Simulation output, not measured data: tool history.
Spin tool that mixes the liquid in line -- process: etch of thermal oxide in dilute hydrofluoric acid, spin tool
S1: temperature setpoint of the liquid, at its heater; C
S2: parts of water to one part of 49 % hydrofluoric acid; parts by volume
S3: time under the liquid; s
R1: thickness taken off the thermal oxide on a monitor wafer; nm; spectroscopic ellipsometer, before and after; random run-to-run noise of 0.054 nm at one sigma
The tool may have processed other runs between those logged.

run  hour    S1   S2  S3      R1
  1   0.0  23.0  225  70  1.3971
  2   2.9  24.5  190  70  1.7773
  3   4.9  25.5  165  70  2.2640
  4   7.2  25.5  165  50  1.6067
  5  11.0  22.5  165  50  1.4516
  6  19.2  22.5  205  50  1.1052
  7  22.3  24.0  175  50  1.4162
  8  23.3  25.5  150  55  1.9475
  9  27.1  26.5  130  55  2.4755
     34.8  -- thermometer replaced
 10  34.8  27.5  120  55  2.5668
 11  36.8  28.0  105  55  3.0487
 12  41.5  28.5  100  55  3.3162
 13  45.7  31.0   65  55  5.9105
 14  46.6  31.0   65  55  5.8440
 15  50.0  30.5   65  55  5.7510
 16  58.9  30.0   65  55  5.6219

The next listed run, before its measurement:
 17  62.1  29.0  65  55   ?

Run 17 gave R1 5.4463 nm.
